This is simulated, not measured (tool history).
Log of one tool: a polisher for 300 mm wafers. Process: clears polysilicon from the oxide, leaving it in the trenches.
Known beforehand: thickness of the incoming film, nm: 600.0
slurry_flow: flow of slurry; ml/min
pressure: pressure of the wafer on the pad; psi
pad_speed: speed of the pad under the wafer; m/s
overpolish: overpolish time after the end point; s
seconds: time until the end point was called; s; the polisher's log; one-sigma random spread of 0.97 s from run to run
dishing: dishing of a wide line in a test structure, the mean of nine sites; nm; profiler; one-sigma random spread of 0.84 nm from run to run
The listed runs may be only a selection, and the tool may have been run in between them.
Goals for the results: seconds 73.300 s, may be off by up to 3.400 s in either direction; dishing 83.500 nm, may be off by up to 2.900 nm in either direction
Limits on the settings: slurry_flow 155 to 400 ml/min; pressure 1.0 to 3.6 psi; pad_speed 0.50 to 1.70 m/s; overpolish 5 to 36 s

| run | hour | slurry_flow | pressure | pad_speed | overpolish | seconds | dishing |
|---|---|---|---|---|---|---|---|
| 1 | 0.0 | 255 | 2.3 | 1.10 | 18 | 49.046 | 86.650 |
| 2 | 8.0 | 255 | 2.3 | 1.10 | 12 | 48.810 | 77.812 |
| 3 | 15.9 | 290 | 2.3 | 1.10 | 12 | 47.860 | 77.408 |
| 4 | 20.0 | 290 | 2.3 | 1.10 | 16 | 48.179 | 84.321 |
| 5 | 22.2 | 290 | 2.2 | 1.10 | 16 | 52.046 | 81.913 |
| 6 | 24.1 | 290 | 2.1 | 1.10 | 17 | 52.594 | 83.016 |
| 7 | 27.6 | 290 | 2.0 | 1.10 | 18 | 54.960 | 82.678 |
| 8 | 32.0 | 290 | 2.0 | 1.10 | 18 | 55.846 | 83.610 |
| 9 | 35.1 | 290 | 1.9 | 1.10 | 18 | 59.328 | 82.872 |
| 10 | 39.8 | 290 | 1.4 | 1.08 | 23 | 78.980 | 81.118 |

4 candidate next runs follow, results not yet known. Just one meets every target within its allowed miss. Identify it.
| A | 44.5 | 355 | 1.6 | 1.12 | 35 | ? | ? |
| B | 44.5 | 255 | 1.6 | 1.16 | 22 | ? | ? |
| C | 44.5 | 285 | 1.9 | 1.00 | 27 | ? | ? |
| D | 44.5 | 310 | 1.4 | 1.18 | 23 | ? | ? |

| move | seconds | dishing |
|---|---|---|
| A | 65.761 | 90.050 |
| B | 65.390 | 83.916 |
| C | 63.351 | 87.782 |
| D | 71.773 | 82.924 |
A: the result that was furthest off in the last run now lies on the other side of its target
B: the result that was furthest off in the last run now lies on the other side of its target
C: the result that was furthest off in the last run now lies on the other side of its target
D: each result inside its tolerance
Move D is the one to make.

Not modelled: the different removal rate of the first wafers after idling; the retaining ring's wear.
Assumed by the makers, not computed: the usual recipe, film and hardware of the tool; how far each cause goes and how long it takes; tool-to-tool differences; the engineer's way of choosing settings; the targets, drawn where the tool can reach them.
